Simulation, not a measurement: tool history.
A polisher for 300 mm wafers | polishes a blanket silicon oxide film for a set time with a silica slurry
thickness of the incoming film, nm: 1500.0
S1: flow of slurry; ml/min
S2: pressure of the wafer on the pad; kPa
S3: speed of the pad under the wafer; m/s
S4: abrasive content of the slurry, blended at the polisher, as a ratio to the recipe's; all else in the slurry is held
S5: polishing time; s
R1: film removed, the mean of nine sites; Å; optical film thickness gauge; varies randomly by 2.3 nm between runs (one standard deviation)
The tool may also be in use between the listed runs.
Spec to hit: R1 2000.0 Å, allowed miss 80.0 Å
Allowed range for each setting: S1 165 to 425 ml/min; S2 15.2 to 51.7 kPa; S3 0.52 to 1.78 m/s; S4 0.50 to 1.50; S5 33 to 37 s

run  hour   S1    S2    S3    S4  S5      R1
  1   0.0  275  33.1  1.14  1.00  37  1431.9
  2   2.6  275  33.1  1.14  1.10  37  1507.5
  3  10.9  245  33.1  1.14  1.10  37  1477.0
  4  15.6  245  33.1  1.14  1.10  37  1469.3
  5  18.6  210  33.1  1.14  1.10  37  1479.6
  6  21.5  210  33.1  1.14  1.10  33  1278.0
  7  24.9  225  37.2  1.14  1.10  33  1504.5
  8  28.7  230  40.0  1.14  1.10  33  1585.4
  9  33.0  235  42.7  1.14  1.10  33  1679.8
 10  34.0  240  44.8  1.14  1.10  33  1769.9
 11  36.8  240  46.2  1.14  1.10  33  1846.2
 12  39.5  240  46.9  1.14  1.10  33  1846.8
 13  46.8  240  47.6  1.14  1.10  33  1885.3
 14  51.0  240  48.3  1.14  1.10  33  1895.6

Which single option among these 5 for the next run brings every result within its allowed miss of target? Just one does.
  A  55.2  340  44.8  0.96  1.35  33   ?
  B  55.2  215  41.4  1.30  1.10  36   ?
  C  55.2  290  46.2  1.16  1.05  33   ?
  D  55.2  245  51.0  0.98  1.05  34   ?
  E  55.2  250  41.4  1.28  1.05  33   ?

move      R1
   A  1728.0
   B  1942.0
   C  1829.3
   D  1784.4
   E  1750.6
A: moves away from the targets compared with the last run
B: in spec on every target
C: moves away from the targets compared with the last run
D: moves away from the targets compared with the last run
E: moves away from the targets compared with the last run
Go with B: it meets all targets.
